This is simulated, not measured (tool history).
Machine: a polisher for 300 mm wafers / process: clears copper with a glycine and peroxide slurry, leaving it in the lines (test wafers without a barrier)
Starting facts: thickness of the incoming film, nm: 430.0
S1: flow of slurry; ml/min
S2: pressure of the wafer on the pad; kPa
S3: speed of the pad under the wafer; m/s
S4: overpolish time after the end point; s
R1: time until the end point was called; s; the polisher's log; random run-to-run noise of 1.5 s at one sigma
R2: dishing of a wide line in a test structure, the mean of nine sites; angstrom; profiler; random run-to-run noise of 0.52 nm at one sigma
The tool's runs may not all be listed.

run,day,S1,S2,S3,S4,R1,R2
1,0,190,13.8,1.26,13,75.507,536.44
2,0.346,190,13.8,1.54,13,65.38,604.47
3,0.508,190,13.8,1.54,10,63.75,498.63
4,0.779,185,12.4,1.52,11,70.824,496.14
5,0.975,185,11,1.52,12,76.403,494.08
6,1.025,210,11,1.52,12,76.941,501.24
7,1.167,210,10.3,1.5,12,82.825,475.01
8,1.296,210,9.7,1.5,12,84.592,452.73

Run 9 has not been measured yet. What should we expect?
9,1.642,210,9,1.5,13,?,?

Run 9 yielded R1 85.725 s, R2 464.78 angstrom.
